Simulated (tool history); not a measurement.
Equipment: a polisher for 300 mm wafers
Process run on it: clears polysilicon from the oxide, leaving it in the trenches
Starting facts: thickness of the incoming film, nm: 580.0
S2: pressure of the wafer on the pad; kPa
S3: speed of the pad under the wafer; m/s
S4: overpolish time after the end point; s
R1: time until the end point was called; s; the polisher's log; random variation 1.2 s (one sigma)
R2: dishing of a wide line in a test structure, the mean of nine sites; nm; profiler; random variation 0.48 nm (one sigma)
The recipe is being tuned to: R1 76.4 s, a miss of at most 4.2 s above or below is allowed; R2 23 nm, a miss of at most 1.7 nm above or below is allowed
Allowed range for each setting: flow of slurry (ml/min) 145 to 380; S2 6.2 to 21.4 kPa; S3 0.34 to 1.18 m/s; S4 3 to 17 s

Run 1, hour 0: flow of slurry (ml/min) 245, S2 13.8 kPa, S3 0.76 m/s, S4 9 s. Result: R1 82.453 s, R2 40.59 nm.
Run 2, hour 1.5: flow of slurry (ml/min) 245, S2 15.9 kPa, S3 0.76 m/s, S4 9 s. Result: R1 72.699 s, R2 43.76 nm.
Run 3, hour 4.8: flow of slurry (ml/min) 245, S2 15.9 kPa, S3 0.74 m/s, S4 7 s. Result: R1 74.361 s, R2 36.515 nm.
Run 4, hour 5.7: flow of slurry (ml/min) 265, S2 15.9 kPa, S3 0.74 m/s, S4 7 s. Result: R1 75.486 s, R2 37.031 nm.
Run 5, hour 11.4: flow of slurry (ml/min) 235, S2 15.9 kPa, S3 0.72 m/s, S4 6 s. Result: R1 77.164 s, R2 32.026 nm.
Run 6, hour 16.5: flow of slurry (ml/min) 235, S2 15.9 kPa, S3 0.8 m/s, S4 6 s. Result: R1 69.824 s, R2 35.326 nm.
At hour 17.7: worn pad replaced by a new one.
Run 7, hour 17.7: flow of slurry (ml/min) 210, S2 15.9 kPa, S3 0.78 m/s, S4 5 s. Result: R1 70.699 s, R2 28.962 nm.
Run 8, hour 23.6: flow of slurry (ml/min) 210, S2 15.9 kPa, S3 0.78 m/s, S4 5 s. Result: R1 71.697 s, R2 30.447 nm.
Run 9, hour 27.3: flow of slurry (ml/min) 210, S2 14.5 kPa, S3 0.78 m/s, S4 3 s. Result: R1 75.143 s, R2 18.091 nm.
Run 10, hour 33.3: flow of slurry (ml/min) 210, S2 14.5 kPa, S3 0.76 m/s, S4 3 s. Result: R1 74.841 s, R2 17.973 nm.
Run 11, hour 38.5: flow of slurry (ml/min) 210, S2 14.5 kPa, S3 0.74 m/s, S4 3 s. Result: R1 76.488 s, R2 17.493 nm.

Exactly one of the 5 candidate moves below puts every result within its allowed miss. Which one?
Run A, hour 43.7: flow of slurry (ml/min) 220, S2 15.2 kPa, S3 0.72 m/s, S4 5 s. Result: R1 ?, R2 ?.
Run B, hour 43.7: flow of slurry (ml/min) 215, S2 15.2 kPa, S3 0.84 m/s, S4 4 s. Result: R1 ?, R2 ?.
Run C, hour 43.7: flow of slurry (ml/min) 165, S2 14.5 kPa, S3 0.8 m/s, S4 4 s. Result: R1 ?, R2 ?.
Run D, hour 43.7: flow of slurry (ml/min) 180, S2 14.5 kPa, S3 0.9 m/s, S4 4 s. Result: R1 ?, R2 ?.
Run E, hour 43.7: flow of slurry (ml/min) 210, S2 14.5 kPa, S3 0.76 m/s, S4 5 s. Result: R1 ?, R2 ?.

move      R1      R2
   A  76.016  27.913
   B  65.626  26.228
   C  73.963  23.739
   D  65.158  26.382
   E  75.318  28.123
A: the result that was furthest off in the last run now lies on the other side of its target
B: the result that was furthest off in the last run now lies on the other side of its target
C: every result within its allowed miss
D: the result that was furthest off in the last run now lies on the other side of its target
E: the result that was furthest off in the last run now lies on the other side of its target
Correct choice: C, which meets every target
